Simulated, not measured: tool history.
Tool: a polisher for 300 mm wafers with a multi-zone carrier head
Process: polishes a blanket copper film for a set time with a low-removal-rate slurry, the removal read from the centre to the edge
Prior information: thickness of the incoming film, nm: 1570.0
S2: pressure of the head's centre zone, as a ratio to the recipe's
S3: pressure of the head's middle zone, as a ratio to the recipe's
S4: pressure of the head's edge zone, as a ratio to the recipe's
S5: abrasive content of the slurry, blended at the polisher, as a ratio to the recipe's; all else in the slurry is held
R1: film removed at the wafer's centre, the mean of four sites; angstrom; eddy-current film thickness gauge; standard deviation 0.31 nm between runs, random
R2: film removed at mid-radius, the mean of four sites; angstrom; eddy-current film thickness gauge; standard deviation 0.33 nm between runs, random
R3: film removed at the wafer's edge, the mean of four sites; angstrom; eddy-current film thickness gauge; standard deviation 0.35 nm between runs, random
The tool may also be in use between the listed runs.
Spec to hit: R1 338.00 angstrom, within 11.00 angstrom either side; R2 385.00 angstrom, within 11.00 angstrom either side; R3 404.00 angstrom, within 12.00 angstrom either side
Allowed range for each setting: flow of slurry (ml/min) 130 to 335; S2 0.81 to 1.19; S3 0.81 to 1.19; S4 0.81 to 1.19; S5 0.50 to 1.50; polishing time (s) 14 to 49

{"run": 1, "day": 0.0, "flow of slurry (ml/min)": 215, "S2": 1.0, "S3": 1.0, "S4": 1.0, "S5": 1.0, "polishing time (s)": 31, "R1": 539.67, "R2": 515.15, "R3": 515.97}
{"run": 2, "day": 0.117, "flow of slurry (ml/min)": 270, "S2": 1.0, "S3": 1.0, "S4": 1.0, "S5": 1.0, "polishing time (s)": 31, "R1": 556.18, "R2": 530.7, "R3": 533.27}
{"run": 3, "day": 0.383, "flow of slurry (ml/min)": 270, "S2": 1.0, "S3": 1.0, "S4": 1.0, "S5": 1.15, "polishing time (s)": 31, "R1": 580.75, "R2": 560.8, "R3": 560.33}
{"run": 4, "day": 0.642, "flow of slurry (ml/min)": 250, "S2": 0.95, "S3": 1.0, "S4": 1.01, "S5": 1.0, "polishing time (s)": 30, "R1": 499.59, "R2": 516.76, "R3": 512.43}
{"run": 5, "day": 0.888, "flow of slurry (ml/min)": 250, "S2": 0.95, "S3": 1.0, "S4": 1.01, "S5": 1.0, "polishing time (s)": 35, "R1": 591.18, "R2": 595.53, "R3": 595.12}
{"run": 6, "day": 1.212, "flow of slurry (ml/min)": 235, "S2": 0.91, "S3": 0.98, "S4": 1.02, "S5": 0.85, "polishing time (s)": 33, "R1": 504.89, "R2": 526.39, "R3": 532.28}
{"run": 7, "day": 1.542, "flow of slurry (ml/min)": 235, "S2": 0.91, "S3": 0.98, "S4": 1.02, "S5": 0.85, "polishing time (s)": 33, "R1": 506.98, "R2": 523.67, "R3": 531.87}
{"run": 8, "day": 1.817, "flow of slurry (ml/min)": 225, "S2": 0.88, "S3": 0.98, "S4": 1.04, "S5": 0.75, "polishing time (s)": 32, "R1": 448.58, "R2": 478.75, "R3": 499.79}
{"run": 9, "day": 2.088, "flow of slurry (ml/min)": 210, "S2": 0.86, "S3": 0.98, "S4": 1.03, "S5": 0.7, "polishing time (s)": 31, "R1": 408.91, "R2": 454.62, "R3": 463.92}
{"run": 10, "day": 2.312, "flow of slurry (ml/min)": 195, "S2": 0.85, "S3": 0.97, "S4": 1.03, "S5": 0.65, "polishing time (s)": 31, "R1": 395.43, "R2": 434.92, "R3": 454.43}
{"run": 11, "day": 2.671, "flow of slurry (ml/min)": 185, "S2": 0.84, "S3": 0.97, "S4": 1.02, "S5": 0.6, "polishing time (s)": 31, "R1": 368.81, "R2": 416.04, "R3": 436.53}
{"run": 12, "day": 3.017, "flow of slurry (ml/min)": 175, "S2": 0.84, "S3": 0.97, "S4": 1.0, "S5": 0.6, "polishing time (s)": 31, "R1": 364.6, "R2": 411.16, "R3": 429.01}
{"run": 13, "day": 3.058, "flow of slurry (ml/min)": 165, "S2": 0.84, "S3": 0.97, "S4": 0.99, "S5": 0.6, "polishing time (s)": 31, "R1": 357.73, "R2": 407.58, "R3": 422.0}
{"run": 14, "day": 3.308, "flow of slurry (ml/min)": 140, "S2": 0.82, "S3": 0.93, "S4": 0.95, "S5": 0.55, "polishing time (s)": 31, "R1": 323.29, "R2": 365.0, "R3": 390.53}

Exercise: of the 4 proposed moves below, exactly one satisfies all targets within the stated allowed misses. Which move is it?
{"run": "A", "day": 3.558, "flow of slurry (ml/min)": 140, "S2": 0.85, "S3": 0.97, "S4": 1.01, "S5": 0.55, "polishing time (s)": 29, "R1": "?", "R2": "?", "R3": "?"}
{"run": "B", "day": 3.558, "flow of slurry (ml/min)": 130, "S2": 0.85, "S3": 0.91, "S4": 1.01, "S5": 0.65, "polishing time (s)": 30, "R1": "?", "R2": "?", "R3": "?"}
{"run": "C", "day": 3.558, "flow of slurry (ml/min)": 140, "S2": 0.81, "S3": 0.93, "S4": 0.93, "S5": 0.55, "polishing time (s)": 33, "R1": "?", "R2": "?", "R3": "?"}
{"run": "D", "day": 3.558, "flow of slurry (ml/min)": 130, "S2": 0.83, "S3": 0.89, "S4": 0.94, "S5": 0.75, "polishing time (s)": 29, "R1": "?", "R2": "?", "R3": "?"}

move=A R1=316.80 R2=353.41 R3=370.18
move=B R1=342.14 R2=362.98 R3=403.68
move=C R1=343.29 R2=388.35 R3=405.24
move=D R1=339.64 R2=362.46 R3=396.81
A: its largest miss is bigger than the last run's
B: its largest miss is bigger than the last run's
C: hits every target within its allowed miss
D: its largest miss is bigger than the last run's
So the answer is move C, the one that meets all the targets.

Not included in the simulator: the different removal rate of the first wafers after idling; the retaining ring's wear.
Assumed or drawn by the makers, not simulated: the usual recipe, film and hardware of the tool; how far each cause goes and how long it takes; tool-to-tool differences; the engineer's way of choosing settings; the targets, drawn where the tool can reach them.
